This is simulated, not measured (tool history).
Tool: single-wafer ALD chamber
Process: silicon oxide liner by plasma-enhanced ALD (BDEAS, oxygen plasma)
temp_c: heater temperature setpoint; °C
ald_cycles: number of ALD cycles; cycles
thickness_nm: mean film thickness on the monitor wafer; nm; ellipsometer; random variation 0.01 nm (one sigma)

Run 1, day 0: temp_c 320 °C, ald_cycles 37 cycles. Result: thickness_nm 3.2335 nm.
Run 2, day 0.129: temp_c 320 °C, ald_cycles 33 cycles. Result: thickness_nm 2.8728 nm.
Run 3, day 0.158: temp_c 320 °C, ald_cycles 36 cycles. Result: thickness_nm 3.1316 nm.
Run 4, day 0.212: temp_c 320 °C, ald_cycles 35 cycles. Result: thickness_nm 3.0295 nm.
Run 5, day 0.321: temp_c 310 °C, ald_cycles 35 cycles. Result: thickness_nm 3.0841 nm.
At day 0.562: thermocouple changed; heater temperature recalibrated.
Run 6, day 0.562: temp_c 314 °C, ald_cycles 35 cycles. Result: thickness_nm 3.0498 nm.
Run 7, day 0.717: temp_c 314 °C, ald_cycles 34 cycles. Result: thickness_nm 2.9643 nm.

The next listed run, before its measurement:
Run 8, day 0.862: temp_c 314 °C, ald_cycles 32 cycles. Result: thickness_nm ?.

thickness_nm: 2.7972 nm

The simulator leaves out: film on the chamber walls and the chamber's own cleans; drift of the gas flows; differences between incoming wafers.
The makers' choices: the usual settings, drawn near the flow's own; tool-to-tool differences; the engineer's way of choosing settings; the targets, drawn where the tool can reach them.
